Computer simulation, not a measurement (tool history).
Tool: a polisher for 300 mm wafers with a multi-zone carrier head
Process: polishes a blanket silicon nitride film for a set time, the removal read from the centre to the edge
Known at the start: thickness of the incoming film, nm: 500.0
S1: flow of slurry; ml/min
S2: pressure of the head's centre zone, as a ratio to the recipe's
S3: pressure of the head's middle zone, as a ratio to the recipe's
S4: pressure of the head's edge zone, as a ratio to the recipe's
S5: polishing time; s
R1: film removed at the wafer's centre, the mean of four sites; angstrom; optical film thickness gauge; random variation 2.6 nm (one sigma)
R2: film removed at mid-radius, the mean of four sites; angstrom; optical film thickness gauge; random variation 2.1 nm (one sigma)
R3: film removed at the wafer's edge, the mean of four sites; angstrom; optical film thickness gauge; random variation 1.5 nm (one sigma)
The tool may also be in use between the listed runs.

run  hour   S1    S2    S3    S4  S5      R1      R2      R3
  1     0  315     1     1     1  84  1434.5  1440.6  1445.6
  2   1.8  315     1     1  1.04  84  1454.4  1448.3  1470.6
  3   2.9  265     1     1  1.04  84  1410.6  1407.9  1454.8
  4    11  265     1  1.03  1.04  84    1405  1421.2  1480.2
  5  15.9  265     1  1.06  1.04  84  1401.1    1462  1456.5
  6  22.3  270  1.02  1.07  1.05  86  1466.6  1515.5  1493.6
  7  29.5  275  1.03  1.07  1.06  88  1524.7  1582.7  1511.4
  8  30.9  280  1.04  1.06  1.07  90    1546  1589.6  1604.8
  9  34.3  290  1.06  1.06  1.07  91  1628.4  1593.6  1611.3
 10  42.5  300  1.07  1.07  1.08  92  1634.4    1655  1613.9
 11  46.5  305  1.08  1.07  1.08  93    1725  1706.8  1656.6
 12    49  315  1.09  1.07  1.09  93  1724.2  1711.8  1658.5
 13  56.4  315  1.09  1.07  1.09  93  1747.5  1679.6  1699.8
     61.6  -- worn pad replaced by a new one
 14  61.6  325   1.1  1.08  1.09  93  1873.3  1801.1  1761.4

The next listed run, before its measurement:
 15  63.4  330  1.1  1.08  1.09  93   ?   ?   ?

Run 15 gave R1 1808.7 angstrom, R2 1770.6 angstrom, R3 1738.8 angstrom.
